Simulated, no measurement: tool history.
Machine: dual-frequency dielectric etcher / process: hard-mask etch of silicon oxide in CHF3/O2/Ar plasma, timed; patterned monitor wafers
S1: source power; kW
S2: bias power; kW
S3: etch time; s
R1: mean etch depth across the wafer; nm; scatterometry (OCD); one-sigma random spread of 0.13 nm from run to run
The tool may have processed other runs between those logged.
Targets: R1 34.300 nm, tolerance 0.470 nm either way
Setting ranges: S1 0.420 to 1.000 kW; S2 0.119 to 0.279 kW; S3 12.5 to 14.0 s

run 1 hour=0.0 | S1=0.710 S2=0.199 S3=14.0 | R1=29.751
run 2 hour=4.2 | S1=0.770 S2=0.201 S3=14.0 | R1=31.218
run 3 hour=5.8 | S1=0.800 S2=0.202 S3=14.0 | R1=31.738
run 4 hour=13.2 | S1=0.830 S2=0.203 S3=14.0 | R1=32.326
run 5 hour=17.2 | S1=0.830 S2=0.203 S3=14.0 | R1=32.467
run 6 hour=20.7 | S1=0.720 S2=0.203 S3=14.0 | R1=30.108
run 7 hour=28.5 | S1=0.770 S2=0.204 S3=14.0 | R1=31.245
run 8 hour=29.1 | S1=0.800 S2=0.205 S3=14.0 | R1=31.884
run 9 hour=37.2 | S1=0.830 S2=0.206 S3=14.0 | R1=32.516
run 10 hour=39.5 | S1=0.850 S2=0.207 S3=14.0 | R1=32.946
run 11 hour=43.2 | S1=0.870 S2=0.207 S3=14.0 | R1=33.455
run 12 hour=51.8 | S1=0.880 S2=0.207 S3=14.0 | R1=33.879
run 13 hour=59.8 | S1=0.890 S2=0.207 S3=14.0 | R1=33.597

5 next moves are on the table. One of them brings every result within its allowed miss. Which?
run A hour=67.8 | S1=0.830 S2=0.222 S3=14.0 | R1=?
run B hour=67.8 | S1=0.990 S2=0.199 S3=13.0 | R1=?
run C hour=67.8 | S1=0.940 S2=0.192 S3=13.5 | R1=?
run D hour=67.8 | S1=0.930 S2=0.206 S3=14.0 | R1=?
run E hour=67.8 | S1=0.800 S2=0.221 S3=14.0 | R1=?

move=A R1=33.534
move=B R1=32.572
move=C R1=32.553
move=D R1=34.475
move=E R1=32.865
A: lands further from the targets than the last run did
B: lands further from the targets than the last run did
C: lands further from the targets than the last run did
D: in spec on every target
E: lands further from the targets than the last run did
Move D is the one to make.
